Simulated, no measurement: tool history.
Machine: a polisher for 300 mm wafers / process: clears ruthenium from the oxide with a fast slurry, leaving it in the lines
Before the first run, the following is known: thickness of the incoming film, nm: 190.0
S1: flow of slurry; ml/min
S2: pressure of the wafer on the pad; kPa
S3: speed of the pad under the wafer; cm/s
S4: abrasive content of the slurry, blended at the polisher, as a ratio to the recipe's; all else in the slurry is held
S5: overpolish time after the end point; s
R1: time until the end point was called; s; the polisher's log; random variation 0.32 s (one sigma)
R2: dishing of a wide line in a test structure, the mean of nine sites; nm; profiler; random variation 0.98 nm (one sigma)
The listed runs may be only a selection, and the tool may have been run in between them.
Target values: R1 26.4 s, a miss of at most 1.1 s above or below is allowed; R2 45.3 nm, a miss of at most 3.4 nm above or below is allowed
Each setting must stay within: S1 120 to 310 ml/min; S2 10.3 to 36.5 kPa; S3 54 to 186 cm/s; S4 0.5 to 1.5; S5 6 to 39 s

run    day   S1    S2   S3   S4  S5      R1      R2
  1      0  200  23.4  118    1  20   28.37  82.591
  2  0.104  200  23.4  118    1  16  28.185    70.7
  3  0.325  200  23.4   92    1  16  36.076  55.001
  4  0.429  200  23.4   66    1  16  50.416  43.972
  5  0.767  200  26.9   66    1  13  43.059  40.747
  6  1.075  200  26.9   66  0.9  13  46.427  38.296
  7  1.238  200  26.9   66  0.9  13  47.453  36.932
  8  1.275  200  29.6   70  0.9  12  39.474  39.488
  9  1.329  200  31.7   72  0.9  12  36.272  45.574

4 next moves are on the table. One of them brings every result within its allowed miss. Which?
  A  1.383  210  27.6  118  0.85  11   ?   ?
  B  1.383  230  36.5   82  0.95  11   ?   ?
  C  1.383  220  36.5   86   0.9   9   ?   ?
  D  1.383  175  34.5   88     1  12   ?   ?

move      R1      R2
   A  26.608  52.287
   B   26.63  52.251
   C  26.365  44.375
   D  26.415  56.577
A: corrects the largest miss of the last run, while another result sits out of spec
B: corrects the largest miss of the last run, while another result sits out of spec
C: in spec on every target
D: corrects the largest miss of the last run, while another result sits out of spec
Move C is the one to make.
